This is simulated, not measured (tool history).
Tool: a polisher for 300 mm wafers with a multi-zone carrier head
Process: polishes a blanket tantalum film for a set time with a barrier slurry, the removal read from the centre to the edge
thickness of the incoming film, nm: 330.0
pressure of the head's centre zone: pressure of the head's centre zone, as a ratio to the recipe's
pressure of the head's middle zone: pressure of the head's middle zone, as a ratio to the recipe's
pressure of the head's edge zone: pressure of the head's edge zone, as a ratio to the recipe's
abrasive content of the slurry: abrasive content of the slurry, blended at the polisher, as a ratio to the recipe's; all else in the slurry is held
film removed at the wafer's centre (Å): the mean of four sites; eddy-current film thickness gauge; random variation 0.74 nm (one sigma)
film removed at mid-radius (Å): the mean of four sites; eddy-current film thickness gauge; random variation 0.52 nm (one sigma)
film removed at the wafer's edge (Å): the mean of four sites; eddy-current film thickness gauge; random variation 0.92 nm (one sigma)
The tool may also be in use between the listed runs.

run    day  flow of slurry (ml/min)  pressure of the head's centre zone  pressure of the head's middle zone  pressure of the head's edge zone  abrasive content of the slurry  polishing time (s)  film removed at the wafer's centre (Å)  film removed at mid-radius (Å)  film removed at the wafer's edge (Å)
  1      0                      300                                   1                                   1                                 1                               1                  51                                  1132.9                          1108.5                                1157.6
  2  0.179                      300                                0.99                                0.98                              0.98                             0.9                  48                                  1021.1                          977.72                                  1012
  3  0.217                      295                                0.96                                0.95                              0.97                            0.85                  47                                  944.65                          929.63                                961.16
  4  0.454                      295                                0.96                                0.95                              0.97                             0.7                  47                                   863.1                          850.89                                 896.7
  5  0.775                      295                                0.96                                0.95                              1.04                             0.7                  47                                  854.99                           852.3                                919.25
  6  0.817                      365                                0.96                                0.95                              1.04                             0.7                  47                                  873.77                          853.24                                939.46
  7   1.15                      360                                0.95                                0.94                              1.03                            0.65                  45                                  805.94                          779.63                                846.98
  8  1.283                      360                                0.94                                0.92                              1.02                            0.65                  44                                  779.67                          748.88                                837.86
  9   1.65                      355                                0.93                                0.91                                 1                            0.65                  43                                  736.82                          725.58                                791.35
 10   1.95                      355                                0.93                                 0.9                              0.99                            0.65                  43                                  728.86                          712.59                                 803.6
 11  2.062                      350                                0.93                                 0.9                              0.97                            0.65                  42                                  730.91                          705.17                                777.78
 12  2.417                      350                                0.92                                0.89                              0.96                            0.65                  42                                  726.04                          689.64                                753.67
 13  2.738                      350                                0.91                                0.88                              0.95                            0.65                  42                                  695.72                          689.18                                745.39
 14  3.042                      350                                0.91                                0.87                              0.94                            0.65                  42                                   711.8                          681.83                                757.91
 15  3.217                      350                                0.91                                0.86                              0.93                            0.65                  42                                  720.55                          685.93                                772.04
 16  3.517                      350                                0.91                                0.86                              0.92                            0.65                  42                                  714.89                          678.26                                772.32
 17  3.762                      340                                 0.9                                0.85                              0.82                             0.5                  38                                  542.18                          518.36                                546.27
 18  4.021                      340                                0.91                                0.86                              0.85                             0.5                  38                                  543.33                          524.27                                566.98

The next listed run, before its measurement:
 19  4.15                      340                                0.92                                0.87                              0.87                             0.5                  38                                       ?                               ?                                     ?

Run 19 gave film removed at the wafer's centre (Å) 560.62, film removed at mid-radius (Å) 521.63, film removed at the wafer's edge (Å) 558.14.

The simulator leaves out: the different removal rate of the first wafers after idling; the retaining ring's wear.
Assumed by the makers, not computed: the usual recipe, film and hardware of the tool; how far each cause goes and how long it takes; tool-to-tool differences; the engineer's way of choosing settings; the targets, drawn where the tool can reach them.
